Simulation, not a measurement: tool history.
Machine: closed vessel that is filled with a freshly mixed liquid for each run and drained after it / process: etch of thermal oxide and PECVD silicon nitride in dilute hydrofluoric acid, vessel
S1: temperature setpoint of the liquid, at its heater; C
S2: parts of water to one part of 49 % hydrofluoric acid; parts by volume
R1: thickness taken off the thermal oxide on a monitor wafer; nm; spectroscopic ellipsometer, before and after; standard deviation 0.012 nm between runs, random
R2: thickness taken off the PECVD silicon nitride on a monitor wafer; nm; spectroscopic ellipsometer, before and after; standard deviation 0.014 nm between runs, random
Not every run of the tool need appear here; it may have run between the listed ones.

run 1 hour=0.0 | S1=20 S2=255 time_in_the_liquid_(s)=310 | R1=4.2755 R2=1.77340
run 2 hour=8.6 | S1=23 S2=255 time_in_the_liquid_(s)=310 | R1=4.8280 R2=2.16210
run 3 hour=17.0 | S1=23 S2=255 time_in_the_liquid_(s)=210 | R1=3.1980 R2=1.39860
run 4 hour=22.5 | S1=23 S2=255 time_in_the_liquid_(s)=275 | R1=4.1479 R2=1.90680
run 5 hour=26.1 | S1=22 S2=285 time_in_the_liquid_(s)=270 | R1=3.4728 R2=1.54600
run 6 hour=34.1 | S1=21 S2=315 time_in_the_liquid_(s)=270 | R1=2.9796 R2=1.30850
-- hour=42.1 hydrofluoric acid flow meter replaced
run 7 hour=42.1 | S1=17 S2=420 time_in_the_liquid_(s)=260 | R1=1.5711 R2=0.68187
run 8 hour=47.7 | S1=17 S2=425 time_in_the_liquid_(s)=260 | R1=1.5446 R2=0.70808

Run 9 comes next. What will it give?
run 9 hour=56.3 | S1=17 S2=425 time_in_the_liquid_(s)=255 | R1=? R2=?

Run 9 came out at R1 1.5226 nm, R2 0.67575 nm.
